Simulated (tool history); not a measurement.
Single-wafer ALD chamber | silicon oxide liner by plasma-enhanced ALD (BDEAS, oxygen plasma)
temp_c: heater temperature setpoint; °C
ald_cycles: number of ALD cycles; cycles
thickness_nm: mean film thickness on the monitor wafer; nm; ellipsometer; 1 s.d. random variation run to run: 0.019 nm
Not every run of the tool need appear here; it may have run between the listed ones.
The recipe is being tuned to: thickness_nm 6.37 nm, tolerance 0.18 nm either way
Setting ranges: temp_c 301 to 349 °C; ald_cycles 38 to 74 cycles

run	hour	temp_c	ald_cycles	thickness_nm
1	0	325	56	4.9986
2	8.7	329	56	4.9561
3	10.4	338	56	4.8792
4	17.2	332	56	4.9461
5	22.5	332	52	4.5597
6	24.3	332	59	5.215
7	29.6	332	61	5.3394
8	33.8	331	63	5.5353
9	38.8	331	65	5.7278
10	46.3	331	66	5.8307
11	54.9	331	67	5.8944
12	61.9	331	68	6.0053
13	66.7	331	69	6.0596
14	67.6	331	70	6.124

Of the 5 settings listed for the next run, only one would bring every result within its allowed miss of target. Which one?
A	68.5	337	69	?
B	68.5	329	68	?
C	68.5	332	68	?
D	68.5	322	71	?
E	68.5	333	68	?

move	thickness_nm
A	6.0232
B	6.0105
C	5.9825
D	6.3437
E	5.9732
A: moves away from the targets compared with the last run
B: moves away from the targets compared with the last run
C: moves away from the targets compared with the last run
D: meets every target
E: moves away from the targets compared with the last run
D is the move that brings every result within its allowed miss.
